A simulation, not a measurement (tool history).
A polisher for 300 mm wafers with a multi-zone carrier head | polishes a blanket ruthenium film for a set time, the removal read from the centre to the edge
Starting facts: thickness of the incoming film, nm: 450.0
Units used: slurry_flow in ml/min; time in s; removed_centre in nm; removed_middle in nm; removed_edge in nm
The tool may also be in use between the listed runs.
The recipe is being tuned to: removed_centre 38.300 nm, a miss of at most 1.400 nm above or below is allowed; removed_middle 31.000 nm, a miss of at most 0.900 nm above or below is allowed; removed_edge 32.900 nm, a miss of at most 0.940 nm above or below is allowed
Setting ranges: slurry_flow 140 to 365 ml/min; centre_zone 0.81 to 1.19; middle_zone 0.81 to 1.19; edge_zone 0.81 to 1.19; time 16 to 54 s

Run 1, day 0.000: slurry_flow 235 ml/min, centre_zone 1.00, middle_zone 1.00, edge_zone 1.00, time 35 s. Result: removed_centre 31.436 nm, removed_middle 32.852 nm, removed_edge 31.603 nm.
Run 2, day 0.250: slurry_flow 235 ml/min, centre_zone 1.00, middle_zone 1.00, edge_zone 1.00, time 28 s. Result: removed_centre 25.940 nm, removed_middle 26.039 nm, removed_edge 25.097 nm.
Run 3, day 0.433: slurry_flow 235 ml/min, centre_zone 1.00, middle_zone 1.00, edge_zone 0.94, time 28 s. Result: removed_centre 25.479 nm, removed_middle 26.214 nm, removed_edge 24.383 nm.
Run 4, day 0.712: slurry_flow 240 ml/min, centre_zone 1.03, middle_zone 1.00, edge_zone 0.97, time 29 s. Result: removed_centre 27.444 nm, removed_middle 26.637 nm, removed_edge 26.024 nm.
Run 5, day 1.033: slurry_flow 240 ml/min, centre_zone 1.03, middle_zone 0.96, edge_zone 0.97, time 29 s. Result: removed_centre 27.283 nm, removed_middle 26.131 nm, removed_edge 25.579 nm.
Run 6, day 1.112: slurry_flow 240 ml/min, centre_zone 1.03, middle_zone 1.04, edge_zone 0.97, time 29 s. Result: removed_centre 27.709 nm, removed_middle 27.557 nm, removed_edge 25.911 nm.
Run 7, day 1.192: slurry_flow 245 ml/min, centre_zone 1.05, middle_zone 1.05, edge_zone 1.00, time 29 s. Result: removed_centre 27.771 nm, removed_middle 28.891 nm, removed_edge 26.308 nm.
Run 8, day 1.238: slurry_flow 250 ml/min, centre_zone 1.07, middle_zone 1.02, edge_zone 1.00, time 30 s. Result: removed_centre 29.896 nm, removed_middle 28.531 nm, removed_edge 27.145 nm.

Which one of the following 5 next-run settings gets every result inside its allowed miss? There is exactly one.
Run A, day 1.283: slurry_flow 205 ml/min, centre_zone 0.82, middle_zone 0.81, edge_zone 1.19, time 33 s. Result: removed_centre ?, removed_middle ?, removed_edge ?.
Run B, day 1.283: slurry_flow 235 ml/min, centre_zone 0.93, middle_zone 1.14, edge_zone 1.09, time 24 s. Result: removed_centre ?, removed_middle ?, removed_edge ?.
Run C, day 1.283: slurry_flow 260 ml/min, centre_zone 1.14, middle_zone 0.90, edge_zone 1.05, time 36 s. Result: removed_centre ?, removed_middle ?, removed_edge ?.
Run D, day 1.283: slurry_flow 230 ml/min, centre_zone 0.90, middle_zone 1.19, edge_zone 1.00, time 27 s. Result: removed_centre ?, removed_middle ?, removed_edge ?.
Run E, day 1.283: slurry_flow 250 ml/min, centre_zone 0.84, middle_zone 0.83, edge_zone 1.11, time 32 s. Result: removed_centre ?, removed_middle ?, removed_edge ?.

move  removed_centre  removed_middle  removed_edge
   A          23.787          25.376        31.272
   B          19.996          24.912        22.098
   C          37.157          30.860        33.022
   D          21.720          29.030        24.013
   E          24.168          25.606        29.931
A: moves away from the targets compared with the last run
B: moves away from the targets compared with the last run
C: hits every target within its allowed miss
D: moves away from the targets compared with the last run
E: moves away from the targets compared with the last run
Answer: C
